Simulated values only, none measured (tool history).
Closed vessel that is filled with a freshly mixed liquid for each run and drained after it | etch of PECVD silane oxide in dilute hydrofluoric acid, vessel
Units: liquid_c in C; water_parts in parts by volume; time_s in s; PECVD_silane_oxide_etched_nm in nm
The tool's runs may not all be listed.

Run 1, hour 0.0: liquid_c 21.0 C, water_parts 60 parts by volume, time_s 30 s. Result: PECVD_silane_oxide_etched_nm 9.1578 nm.
Run 2, hour 6.7: liquid_c 19.0 C, water_parts 60 parts by volume, time_s 30 s. Result: PECVD_silane_oxide_etched_nm 8.3158 nm.
Run 3, hour 12.3: liquid_c 17.0 C, water_parts 60 parts by volume, time_s 30 s. Result: PECVD_silane_oxide_etched_nm 7.7900 nm.
Run 4, hour 13.1: liquid_c 18.5 C, water_parts 60 parts by volume, time_s 30 s. Result: PECVD_silane_oxide_etched_nm 8.1719 nm.
Run 5, hour 18.1: liquid_c 18.5 C, water_parts 45 parts by volume, time_s 30 s. Result: PECVD_silane_oxide_etched_nm 10.9870 nm.
Run 6, hour 19.4: liquid_c 18.5 C, water_parts 55 parts by volume, time_s 30 s. Result: PECVD_silane_oxide_etched_nm 9.0275 nm.

Run 7 comes next. What will it give?
Run 7, hour 28.3: liquid_c 22.5 C, water_parts 50 parts by volume, time_s 30 s. Result: PECVD_silane_oxide_etched_nm ?.

{"run 7": {"PECVD_silane_oxide_etched_nm": 11.769}}
